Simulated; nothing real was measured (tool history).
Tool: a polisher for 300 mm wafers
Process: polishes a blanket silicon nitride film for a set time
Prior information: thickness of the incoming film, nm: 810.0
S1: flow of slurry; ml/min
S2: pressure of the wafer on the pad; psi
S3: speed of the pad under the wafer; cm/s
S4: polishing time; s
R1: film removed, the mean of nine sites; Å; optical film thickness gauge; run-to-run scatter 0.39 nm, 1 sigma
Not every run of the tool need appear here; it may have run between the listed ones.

| run | hour | S1 | S2 | S3 | S4 | R1 |
|---|---|---|---|---|---|---|
| 1 | 0 | 185 | 2.6 | 118 | 50 | 807.88 |
| 2 | 7.5 | 180 | 2.4 | 118 | 50 | 742.83 |
| 3 | 12.9 | 180 | 2.4 | 98 | 50 | 667.63 |
| 4 | 20.5 | 175 | 2.3 | 98 | 50 | 645.39 |
| 5 | 26.7 | 195 | 2.3 | 98 | 50 | 657.74 |
| 6 | 32.5 | 195 | 2.3 | 98 | 52 | 680.28 |
| 7 | 35.3 | 195 | 2.3 | 98 | 52 | 684.73 |

Run 8 comes next. What will it give?
| 8 | 36.6 | 190 | 2.2 | 98 | 52 | ? |

R1: 654.16 Å
